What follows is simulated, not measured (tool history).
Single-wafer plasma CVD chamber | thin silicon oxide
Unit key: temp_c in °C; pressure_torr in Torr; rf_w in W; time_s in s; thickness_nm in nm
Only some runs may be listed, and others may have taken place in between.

{"run": 1, "hour": 0.0, "temp_c": 410, "pressure_torr": 0.796, "rf_w": 245, "time_s": 6.97, "thickness_nm": 12.117}
{"run": 2, "hour": 8.8, "temp_c": 410, "pressure_torr": 0.778, "rf_w": 245, "time_s": 6.97, "thickness_nm": 11.859}
{"run": 3, "hour": 12.2, "temp_c": 410, "pressure_torr": 0.778, "rf_w": 245, "time_s": 6.97, "thickness_nm": 11.87}
{"run": 4, "hour": 21.1, "temp_c": 410, "pressure_torr": 0.778, "rf_w": 245, "time_s": 6.97, "thickness_nm": 11.898}
{"run": 5, "hour": 28.2, "temp_c": 410, "pressure_torr": 0.761, "rf_w": 245, "time_s": 6.97, "thickness_nm": 11.615}
{"run": 6, "hour": 32.0, "temp_c": 410, "pressure_torr": 0.748, "rf_w": 245, "time_s": 6.97, "thickness_nm": 11.473}
{"run": 7, "hour": 33.8, "temp_c": 410, "pressure_torr": 0.735, "rf_w": 245, "time_s": 6.97, "thickness_nm": 11.283}
{"run": 8, "hour": 39.7, "temp_c": 410, "pressure_torr": 0.626, "rf_w": 245, "time_s": 6.97, "thickness_nm": 9.3966}
{"run": 9, "hour": 42.7, "temp_c": 410, "pressure_torr": 0.632, "rf_w": 245, "time_s": 6.97, "thickness_nm": 9.4323}
{"run": 10, "hour": 44.8, "temp_c": 410, "pressure_torr": 0.7, "rf_w": 245, "time_s": 6.97, "thickness_nm": 10.617}
{"run": 11, "hour": 46.9, "temp_c": 410, "pressure_torr": 0.696, "rf_w": 245, "time_s": 6.97, "thickness_nm": 10.567}

Estimate the outcome of run 12 from the log above:
{"run": 12, "hour": 55.5, "temp_c": 410, "pressure_torr": 0.692, "rf_w": 245, "time_s": 6.97, "thickness_nm": "?"}

Run 12 yielded thickness_nm 10.4900 nm.
